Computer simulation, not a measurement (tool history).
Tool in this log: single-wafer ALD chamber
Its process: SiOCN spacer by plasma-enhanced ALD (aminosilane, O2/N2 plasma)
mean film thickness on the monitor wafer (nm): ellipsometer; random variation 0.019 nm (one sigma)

run	day	heater temperature setpoint (K)	number of ALD cycles (cycles)	mean film thickness on the monitor wafer (nm)
1	0	668.15	50	3.1293
2	0.358	663.15	50	3.1201
3	0.458	670.15	50	3.1231
4	0.775	670.15	43	2.6728
5	0.996	670.15	45	2.7885
6	1.354	670.15	38	2.3751
7	1.412	670.15	38	2.3568
8	1.754	670.15	41	2.5523

Predict the results of run 9:
9	1.896	670.15	44	?

Run 9 measured mean film thickness on the monitor wafer (nm) 2.7283.
